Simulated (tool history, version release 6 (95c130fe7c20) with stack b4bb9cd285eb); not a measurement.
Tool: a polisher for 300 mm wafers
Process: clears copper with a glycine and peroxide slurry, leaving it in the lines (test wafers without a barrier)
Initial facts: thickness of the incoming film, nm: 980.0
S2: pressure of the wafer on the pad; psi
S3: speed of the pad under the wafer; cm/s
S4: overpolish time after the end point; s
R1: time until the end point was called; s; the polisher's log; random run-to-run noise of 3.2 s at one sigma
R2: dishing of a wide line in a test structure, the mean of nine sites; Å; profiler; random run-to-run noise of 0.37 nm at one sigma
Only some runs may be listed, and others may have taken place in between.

{"run": 1, "hour": 0.0, "flow of slurry (ml/min)": 160, "S2": 3.2, "S3": 124, "S4": 20, "R1": 142.46, "R2": 851.43}
{"run": 2, "hour": 7.4, "flow of slurry (ml/min)": 155, "S2": 2.8, "S3": 122, "S4": 17, "R1": 163.0, "R2": 688.46}
{"run": 3, "hour": 16.3, "flow of slurry (ml/min)": 165, "S2": 2.5, "S3": 118, "S4": 15, "R1": 181.99, "R2": 567.3}
{"run": 4, "hour": 19.1, "flow of slurry (ml/min)": 165, "S2": 2.5, "S3": 150, "S4": 15, "R1": 148.17, "R2": 651.05}
{"run": 5, "hour": 25.7, "flow of slurry (ml/min)": 185, "S2": 2.3, "S3": 142, "S4": 13, "R1": 168.34, "R2": 545.29}
{"run": 6, "hour": 28.2, "flow of slurry (ml/min)": 185, "S2": 2.3, "S3": 142, "S4": 21, "R1": 164.26, "R2": 782.74}

Run 7 has not been measured yet. What should we expect?
{"run": 7, "hour": 36.6, "flow of slurry (ml/min)": 190, "S2": 2.1, "S3": 138, "S4": 18, "R1": "?", "R2": "?"}

Run 7 came out at R1 183.83 s, R2 633.55 Å.

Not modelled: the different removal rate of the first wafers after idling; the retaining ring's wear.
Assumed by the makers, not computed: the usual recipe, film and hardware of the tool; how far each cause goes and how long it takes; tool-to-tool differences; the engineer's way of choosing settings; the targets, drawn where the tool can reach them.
